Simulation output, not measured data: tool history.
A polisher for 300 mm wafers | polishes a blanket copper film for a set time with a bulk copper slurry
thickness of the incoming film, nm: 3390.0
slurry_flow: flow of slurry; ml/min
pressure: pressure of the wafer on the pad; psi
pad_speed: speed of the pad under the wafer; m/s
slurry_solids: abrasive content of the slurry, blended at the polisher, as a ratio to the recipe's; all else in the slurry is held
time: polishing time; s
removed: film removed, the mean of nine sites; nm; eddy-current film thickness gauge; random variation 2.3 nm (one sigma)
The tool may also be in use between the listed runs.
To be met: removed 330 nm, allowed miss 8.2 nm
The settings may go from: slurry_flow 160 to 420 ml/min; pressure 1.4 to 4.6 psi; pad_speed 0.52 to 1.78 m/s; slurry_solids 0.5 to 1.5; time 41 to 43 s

run	day	slurry_flow	pressure	pad_speed	slurry_solids	time	removed
1	0	270	3	1.14	1	41	455.44
2	0.221	270	3	1.14	1.2	41	489.46
3	0.45	230	3	1.14	1.2	41	474.4
4	0.779	230	3	1.14	1.1	41	459.89
5	0.883	230	3	1.14	1.3	41	484.87
6	1.204	230	3	1.02	1.3	41	445.03
7	1.246	225	2.9	1.02	1.3	41	425.16
8	1.317	220	2.8	1.02	1.3	41	418.96
9	1.571	220	2.7	1.02	1.3	41	397.54
10	1.654	215	2.6	1.02	1.3	41	385.62
11	1.979	205	2.3	1.02	1.3	41	338.54

5 next moves are on the table. One of them brings every result within its allowed miss. Which?
A	2.304	160	2.1	1.28	1.1	42	?
B	2.304	185	2.3	0.98	1.2	41	?
C	2.304	185	2.5	1	1.3	41	?
D	2.304	210	2.3	1.06	1.25	41	?
E	2.304	165	2.1	1.08	1.3	43	?

move	removed
A	345.87
B	316.16
C	356.39
D	346.7
E	328.22
A: further off than the last run
B: takes the result that was furthest off past its target
C: further off than the last run
D: further off than the last run
E: meets every target
Move E is the one to make.
